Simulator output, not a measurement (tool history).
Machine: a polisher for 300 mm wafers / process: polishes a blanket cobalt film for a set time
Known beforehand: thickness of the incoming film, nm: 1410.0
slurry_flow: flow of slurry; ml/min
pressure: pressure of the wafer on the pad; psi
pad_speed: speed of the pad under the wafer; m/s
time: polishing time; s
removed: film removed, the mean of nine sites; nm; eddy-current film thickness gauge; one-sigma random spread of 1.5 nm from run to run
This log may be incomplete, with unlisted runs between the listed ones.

run	day	slurry_flow	pressure	pad_speed	time	removed
1	0	215	1.3	1.2	46	151.65
2	0.358	220	1.4	1.2	46	157.42
3	0.417	220	1.1	1.2	46	132.13
4	0.521	220	1.1	1.2	41	117.83
5	0.638	220	1.1	1.2	46	131.51
6	0.962	195	1.1	1.2	46	130.68
7	1.125	195	1.2	1.2	46	136.89
8	1.367	205	1.3	1.2	46	148.3

Forecast run 9:
9	1.683	205	1.4	1.2	46	?

removed: 155.24 nm
